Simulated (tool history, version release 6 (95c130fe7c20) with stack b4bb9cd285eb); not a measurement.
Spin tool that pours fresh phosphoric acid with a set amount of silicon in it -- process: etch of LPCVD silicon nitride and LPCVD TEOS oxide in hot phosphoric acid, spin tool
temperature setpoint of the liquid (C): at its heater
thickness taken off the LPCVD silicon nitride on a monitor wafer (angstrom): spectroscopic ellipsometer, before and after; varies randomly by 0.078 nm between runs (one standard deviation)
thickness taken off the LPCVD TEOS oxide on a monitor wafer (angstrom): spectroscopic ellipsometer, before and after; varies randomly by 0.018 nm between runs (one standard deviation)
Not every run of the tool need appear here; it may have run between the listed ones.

run,hour,temperature setpoint of the liquid (C),silicon dissolved in the acid as it is poured (mg a litre),time under the liquid (s),thickness taken off the LPCVD silicon nitride on a monitor wafer (angstrom),thickness taken off the LPCVD TEOS oxide on a monitor wafer (angstrom)
1,0,163,13.5,180,186.14,8.0795
2,1,162,11.5,170,171.01,7.5695
3,5.5,161,10.5,165,160.48,7.0652
4,8.4,161,4.5,165,159.39,8.4072
5,9.6,161,7.5,165,160.47,7.5689
6,16.2,161,7.5,195,190.17,8.7271
7,20.8,160.5,7,185,175.45,8.2964
8,25.4,160,7,175,164.23,7.5584
9,28.1,159.5,6.5,170,156.23,6.9983
10,33.6,159,6,165,149.46,6.5646
11,41.1,159,5.5,160,144.52,6.3525
12,43.5,159,5,160,144.77,6.6479
13,52.1,158.5,4.5,155,137.1,6.0807
14,55.1,158.5,4.5,155,139.56,6.1713

Run 15 has not been measured yet. What should we expect?
15,62.8,158.5,4,155,?,?

thickness taken off the LPCVD silicon nitride on a monitor wafer (angstrom): 137.72
thickness taken off the LPCVD TEOS oxide on a monitor wafer (angstrom): 6.4021
